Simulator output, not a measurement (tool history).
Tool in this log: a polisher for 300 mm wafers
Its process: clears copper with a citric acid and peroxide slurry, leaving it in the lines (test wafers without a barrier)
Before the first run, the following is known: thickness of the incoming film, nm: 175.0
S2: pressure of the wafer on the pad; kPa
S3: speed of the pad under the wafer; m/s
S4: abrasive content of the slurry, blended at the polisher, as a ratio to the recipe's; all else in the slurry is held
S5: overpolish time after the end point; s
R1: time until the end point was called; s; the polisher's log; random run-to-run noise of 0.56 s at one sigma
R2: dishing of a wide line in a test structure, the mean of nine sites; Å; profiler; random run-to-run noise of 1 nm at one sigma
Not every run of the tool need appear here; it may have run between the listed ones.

{"run": 1, "hour": 0.0, "flow of slurry (ml/min)": 220, "S2": 22.1, "S3": 0.94, "S4": 1.0, "S5": 21, "R1": 67.374, "R2": 337.37}
{"run": 2, "hour": 1.6, "flow of slurry (ml/min)": 245, "S2": 22.1, "S3": 0.94, "S4": 1.0, "S5": 21, "R1": 64.797, "R2": 343.03}
{"run": 3, "hour": 8.4, "flow of slurry (ml/min)": 245, "S2": 24.1, "S3": 0.94, "S4": 1.0, "S5": 23, "R1": 60.306, "R2": 384.48}
{"run": 4, "hour": 14.1, "flow of slurry (ml/min)": 245, "S2": 26.2, "S3": 0.94, "S4": 1.0, "S5": 25, "R1": 54.166, "R2": 443.76}
{"run": 5, "hour": 22.0, "flow of slurry (ml/min)": 245, "S2": 26.2, "S3": 0.8, "S4": 1.0, "S5": 25, "R1": 64.759, "R2": 391.64}
{"run": 6, "hour": 30.6, "flow of slurry (ml/min)": 245, "S2": 26.2, "S3": 0.7, "S4": 1.0, "S5": 25, "R1": 73.728, "R2": 369.06}

Run 7, settings as shown, results not yet in. Your forecast:
{"run": 7, "hour": 37.0, "flow of slurry (ml/min)": 250, "S2": 32.4, "S3": 0.84, "S4": 1.05, "S5": 29, "R1": "?", "R2": "?"}

{"run 7": {"R1": 48.963, "R2": 563.42}}

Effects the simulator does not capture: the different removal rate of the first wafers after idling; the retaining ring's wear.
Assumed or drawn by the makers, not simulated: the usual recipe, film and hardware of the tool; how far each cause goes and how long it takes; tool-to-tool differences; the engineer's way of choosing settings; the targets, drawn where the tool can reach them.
